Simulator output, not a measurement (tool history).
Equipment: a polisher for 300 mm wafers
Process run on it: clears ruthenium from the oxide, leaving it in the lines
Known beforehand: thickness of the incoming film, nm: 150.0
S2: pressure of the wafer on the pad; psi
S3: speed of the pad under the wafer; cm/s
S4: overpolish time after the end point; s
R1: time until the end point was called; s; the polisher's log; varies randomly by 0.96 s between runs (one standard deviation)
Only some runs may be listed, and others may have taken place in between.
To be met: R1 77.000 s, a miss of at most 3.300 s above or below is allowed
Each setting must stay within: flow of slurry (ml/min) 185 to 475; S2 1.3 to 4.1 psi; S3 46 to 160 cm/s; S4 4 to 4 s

{"run": 1, "hour": 0.0, "flow of slurry (ml/min)": 305, "S2": 2.7, "S3": 102, "S4": 4, "R1": 103.6}
{"run": 2, "hour": 7.3, "flow of slurry (ml/min)": 305, "S2": 3.1, "S3": 102, "S4": 4, "R1": 87.176}
{"run": 3, "hour": 16.3, "flow of slurry (ml/min)": 305, "S2": 3.2, "S3": 102, "S4": 4, "R1": 87.079}
{"run": 4, "hour": 24.0, "flow of slurry (ml/min)": 305, "S2": 3.2, "S3": 78, "S4": 4, "R1": 110.94}
{"run": 5, "hour": 27.7, "flow of slurry (ml/min)": 305, "S2": 3.2, "S3": 78, "S4": 4, "R1": 109.89}
{"run": 6, "hour": 35.6, "flow of slurry (ml/min)": 305, "S2": 3.4, "S3": 78, "S4": 4, "R1": 104.91}
{"run": 7, "hour": 42.6, "flow of slurry (ml/min)": 305, "S2": 3.5, "S3": 80, "S4": 4, "R1": 97.555}
{"hour": 51.4, "done": "worn pad replaced by a new one"}
{"run": 8, "hour": 51.4, "flow of slurry (ml/min)": 305, "S2": 3.6, "S3": 80, "S4": 4, "R1": 88.114}

Exercise: of the 5 proposed moves below, exactly one satisfies all targets within the stated allowed misses. Which move is it?
{"run": "A", "hour": 60.2, "flow of slurry (ml/min)": 245, "S2": 3.3, "S3": 92, "S4": 4, "R1": "?"}
{"run": "B", "hour": 60.2, "flow of slurry (ml/min)": 300, "S2": 4.1, "S3": 88, "S4": 4, "R1": "?"}
{"run": "C", "hour": 60.2, "flow of slurry (ml/min)": 300, "S2": 3.5, "S3": 104, "S4": 4, "R1": "?"}
{"run": "D", "hour": 60.2, "flow of slurry (ml/min)": 225, "S2": 3.8, "S3": 88, "S4": 4, "R1": "?"}
{"run": "E", "hour": 60.2, "flow of slurry (ml/min)": 355, "S2": 4.1, "S3": 86, "S4": 4, "R1": "?"}

move=A R1=84.051
move=B R1=69.600
move=C R1=69.121
move=D R1=77.154
move=E R1=70.200
A: an improvement on the last run, though not all results are within tolerance
B: carries the result that was furthest off beyond its target, to the other side
C: carries the result that was furthest off beyond its target, to the other side
D: each result inside its tolerance
E: carries the result that was furthest off beyond its target, to the other side
The right move is D.
